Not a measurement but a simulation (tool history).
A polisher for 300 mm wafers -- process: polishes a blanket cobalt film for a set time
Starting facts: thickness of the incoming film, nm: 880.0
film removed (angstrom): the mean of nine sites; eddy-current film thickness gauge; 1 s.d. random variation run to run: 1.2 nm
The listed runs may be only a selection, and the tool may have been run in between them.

run  hour  flow of slurry (ml/min)  pressure of the wafer on the pad (psi)  speed of the pad under the wafer (cm/s)  polishing time (s)  film removed (angstrom)
  1   0.0                      200                                     1.4                                      112                  46                  1596.70
  2   8.2                      200                                     1.2                                      108                  46                  1378.80
  3  11.9                      200                                     1.0                                      102                  46                  1165.20
  4  19.3                      200                                     1.3                                      102                  46                  1388.80
  5  26.5                      175                                     1.3                                      102                  46                  1343.20
  6  29.3                      175                                     1.3                                      102                  41                  1212.30
  7  34.6                      165                                     1.1                                      100                  41                  1059.10
  8  36.8                      165                                     1.1                                      100                  41                  1046.50
  9  38.2                      160                                     1.0                                      100                  41                  1006.20
 10  40.9                      155                                     0.9                                      100                  41                   913.45
 11  44.8                      155                                     0.9                                      100                  41                   911.51

For run 12, what comes out?
 12  46.2                      150                                     0.9                                      100                  41                        ?

Logged for run 12: film removed (angstrom) 918.93.

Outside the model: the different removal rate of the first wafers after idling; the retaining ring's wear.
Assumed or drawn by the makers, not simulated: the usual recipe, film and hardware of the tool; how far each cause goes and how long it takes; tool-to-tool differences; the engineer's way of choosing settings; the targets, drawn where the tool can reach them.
